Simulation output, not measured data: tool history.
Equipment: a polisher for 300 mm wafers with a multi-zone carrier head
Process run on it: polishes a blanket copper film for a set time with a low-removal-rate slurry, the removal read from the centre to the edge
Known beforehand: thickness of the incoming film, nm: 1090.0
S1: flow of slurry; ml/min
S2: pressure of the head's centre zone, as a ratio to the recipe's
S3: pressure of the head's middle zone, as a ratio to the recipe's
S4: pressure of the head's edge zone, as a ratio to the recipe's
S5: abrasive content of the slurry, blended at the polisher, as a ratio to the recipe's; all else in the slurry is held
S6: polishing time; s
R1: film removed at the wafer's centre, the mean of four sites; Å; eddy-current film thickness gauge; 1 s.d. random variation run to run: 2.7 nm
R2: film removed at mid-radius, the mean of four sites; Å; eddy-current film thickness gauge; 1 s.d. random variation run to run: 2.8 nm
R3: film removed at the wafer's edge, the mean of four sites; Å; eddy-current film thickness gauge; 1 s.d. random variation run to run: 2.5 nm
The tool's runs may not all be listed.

run	hour	S1	S2	S3	S4	S5	S6	R1	R2	R3
1	0	280	1	1	1	1	82	1788.2	1759.6	1754.3
2	6.5	285	1.03	0.99	1.04	1.15	87	1995.7	1956.1	2002.8
3	13.9	295	1.08	0.97	1.06	1.25	90	2212.6	1942.2	2107.5
4	18	295	1.08	1.02	1.06	1.25	90	2259.7	2040.1	2137.8
5	20.3	295	1.08	1.02	1.06	1.05	90	2161.9	1994.4	2059.6
6	28.8	295	1.08	1.02	1.06	0.95	90	2070.8	1905.5	1962.4
7	29.7	300	1.1	1.03	1.09	1.1	92	2207.6	2132.5	2165.4
8	33.2	305	1.13	1.02	1.1	1.2	94	2402.3	2161.2	2206.3

Expected results for the next run?
9	39.4	300	1.13	0.99	1.12	1.3	97	?	?	?

Logged for run 9: R1 2558.4 Å, R2 2233.9 Å, R3 2409.1 Å.

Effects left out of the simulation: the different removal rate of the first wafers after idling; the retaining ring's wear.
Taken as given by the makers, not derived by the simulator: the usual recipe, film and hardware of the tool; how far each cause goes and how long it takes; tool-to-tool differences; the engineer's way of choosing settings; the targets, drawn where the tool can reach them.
